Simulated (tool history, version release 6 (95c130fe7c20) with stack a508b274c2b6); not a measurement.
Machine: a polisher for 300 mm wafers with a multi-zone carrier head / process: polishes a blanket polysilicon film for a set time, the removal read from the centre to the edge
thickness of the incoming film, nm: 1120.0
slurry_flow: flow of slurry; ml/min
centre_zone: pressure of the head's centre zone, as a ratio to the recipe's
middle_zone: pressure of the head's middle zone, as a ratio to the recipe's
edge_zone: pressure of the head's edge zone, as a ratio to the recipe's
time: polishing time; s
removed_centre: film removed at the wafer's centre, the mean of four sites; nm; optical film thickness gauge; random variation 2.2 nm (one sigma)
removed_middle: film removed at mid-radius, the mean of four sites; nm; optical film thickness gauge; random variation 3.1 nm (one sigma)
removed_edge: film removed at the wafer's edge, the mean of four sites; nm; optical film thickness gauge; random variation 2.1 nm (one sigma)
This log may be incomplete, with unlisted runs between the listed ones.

run	hour	slurry_flow	centre_zone	middle_zone	edge_zone	time	removed_centre	removed_middle	removed_edge
1	0.0	215	1.00	1.00	1.00	78	373.10	374.25	381.09
2	1.8	215	1.00	1.00	1.00	69	331.20	331.53	337.22
3	3.3	205	0.97	0.99	0.96	67	311.96	320.00	316.42
4	6.2	205	0.97	0.99	0.90	67	307.86	323.62	308.24
5	9.3	195	0.94	0.97	0.89	66	295.29	306.90	300.22
6	12.1	185	0.92	0.97	0.88	66	283.69	311.06	298.14
7	14.3	175	0.91	0.96	0.87	66	274.60	303.76	293.98

Run 8 comes next. What will it give?
8	16.0	165	0.91	0.96	0.86	66	?	?	?

Run 8 yielded removed_centre 276.63 nm, removed_middle 295.69 nm, removed_edge 291.93 nm.
